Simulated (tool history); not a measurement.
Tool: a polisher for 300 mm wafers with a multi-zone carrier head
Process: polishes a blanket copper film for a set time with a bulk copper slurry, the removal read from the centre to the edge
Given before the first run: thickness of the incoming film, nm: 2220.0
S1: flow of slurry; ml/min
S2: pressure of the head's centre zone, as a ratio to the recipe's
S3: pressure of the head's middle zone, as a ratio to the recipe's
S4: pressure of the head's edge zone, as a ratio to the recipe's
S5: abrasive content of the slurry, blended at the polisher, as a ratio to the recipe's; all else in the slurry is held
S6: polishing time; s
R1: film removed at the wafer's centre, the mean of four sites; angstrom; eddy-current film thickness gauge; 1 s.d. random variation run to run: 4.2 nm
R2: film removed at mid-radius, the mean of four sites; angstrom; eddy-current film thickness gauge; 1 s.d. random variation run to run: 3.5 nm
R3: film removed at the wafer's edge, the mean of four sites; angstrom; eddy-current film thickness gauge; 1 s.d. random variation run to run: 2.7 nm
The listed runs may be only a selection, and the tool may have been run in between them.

Run 1, hour 0: S1 280 ml/min, S2 1, S3 1, S4 1, S5 1, S6 59 s. Result: R1 2316.7 angstrom, R2 2242.4 angstrom, R3 2321.1 angstrom.
Run 2, hour 8.6: S1 285 ml/min, S2 1, S3 1.02, S4 1.02, S5 1.1, S6 61 s. Result: R1 2506.6 angstrom, R2 2400.5 angstrom, R3 2487.8 angstrom.
Run 3, hour 15.2: S1 285 ml/min, S2 0.99, S3 1.04, S4 1.04, S5 1.15, S6 62 s. Result: R1 2553.5 angstrom, R2 2531.4 angstrom, R3 2618.7 angstrom.
Run 4, hour 16.2: S1 235 ml/min, S2 0.99, S3 1.04, S4 1.04, S5 1.15, S6 62 s. Result: R1 2465.2 angstrom, R2 2509.1 angstrom, R3 2565.6 angstrom.
Run 5, hour 25.1: S1 240 ml/min, S2 0.99, S3 1.06, S4 1.06, S5 1.2, S6 63 s. Result: R1 2458.1 angstrom, R2 2589.6 angstrom, R3 2639 angstrom.
Run 6, hour 31.6: S1 240 ml/min, S2 0.99, S3 1.06, S4 1.06, S5 1.2, S6 52 s. Result: R1 2144.1 angstrom, R2 2110.7 angstrom, R3 2200.9 angstrom.
Run 7, hour 35.2: S1 250 ml/min, S2 0.99, S3 1.07, S4 1.08, S5 1.25, S6 55 s. Result: R1 2272.9 angstrom, R2 2305.2 angstrom, R3 2404 angstrom.
Run 8, hour 38.9: S1 325 ml/min, S2 1.08, S3 1.17, S4 1.18, S5 1.5, S6 67 s. Result: R1 3275.4 angstrom, R2 3274 angstrom, R3 3248.3 angstrom.
Run 9, hour 44.1: S1 325 ml/min, S2 1.07, S3 1.17, S4 1.18, S5 1.5, S6 67 s. Result: R1 3169.1 angstrom, R2 3309 angstrom, R3 3235.4 angstrom.

Forecast run 10:
Run 10, hour 52: S1 325 ml/min, S2 1.06, S3 1.16, S4 1.18, S5 1.5, S6 67 s. Result: R1 ?, R2 ?, R3 ?.

Run 10 came out at R1 3174.2 angstrom, R2 3235.8 angstrom, R3 3226.4 angstrom.

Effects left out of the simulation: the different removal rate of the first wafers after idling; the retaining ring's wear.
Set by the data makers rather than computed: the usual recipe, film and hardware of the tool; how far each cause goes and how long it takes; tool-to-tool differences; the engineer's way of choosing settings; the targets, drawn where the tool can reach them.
